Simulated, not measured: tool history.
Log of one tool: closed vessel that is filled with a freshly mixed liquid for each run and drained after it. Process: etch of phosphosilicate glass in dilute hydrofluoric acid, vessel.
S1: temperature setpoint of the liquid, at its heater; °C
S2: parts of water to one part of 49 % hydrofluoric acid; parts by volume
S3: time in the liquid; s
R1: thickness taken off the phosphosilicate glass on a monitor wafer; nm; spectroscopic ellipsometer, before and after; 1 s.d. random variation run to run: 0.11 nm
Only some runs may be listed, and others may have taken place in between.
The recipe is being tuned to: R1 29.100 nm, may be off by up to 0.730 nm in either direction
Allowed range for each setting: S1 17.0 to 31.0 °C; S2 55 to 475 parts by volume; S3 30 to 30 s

run  hour    S1   S2  S3      R1
  1   0.0  23.0  265  30  16.414
  2   5.0  24.0  255  30  17.749
  3  13.7  24.0  340  30  12.332
  4  22.2  24.0  340  30  12.287
  5  23.1  25.0  320  30  13.626
  6  31.2  23.5  320  30  13.099
  7  37.4  24.5  300  30  14.783
  8  38.2  25.5  285  30  16.198
  9  46.9  26.0  270  30  17.790
 10  49.6  26.5  260  30  19.029
 11  58.1  27.0  250  30  20.352
 12  59.8  27.5  245  30  21.149
 13  67.2  28.0  240  30  22.164
 14  69.4  28.5  235  30  23.034
 15  76.8  29.0  230  30  24.164
 16  85.8  29.5  225  30  25.344
 17  89.0  29.5  220  30  25.966
 18  90.4  29.5  220  30  26.065
 19  98.5  30.5  215  30  27.599

Which of these 4 next moves meets every target?
  A  106.6  27.5  205  30   ?
  B  106.6  31.0  235  30   ?
  C  106.6  31.0  210  30   ?
  D  106.6  31.0  230  30   ?

move      R1
   A  26.344
   B  25.016
   C  28.861
   D  25.714
A: moves away from the targets compared with the last run
B: moves away from the targets compared with the last run
C: hits every target within its allowed miss
D: moves away from the targets compared with the last run
Move C is the one to make.

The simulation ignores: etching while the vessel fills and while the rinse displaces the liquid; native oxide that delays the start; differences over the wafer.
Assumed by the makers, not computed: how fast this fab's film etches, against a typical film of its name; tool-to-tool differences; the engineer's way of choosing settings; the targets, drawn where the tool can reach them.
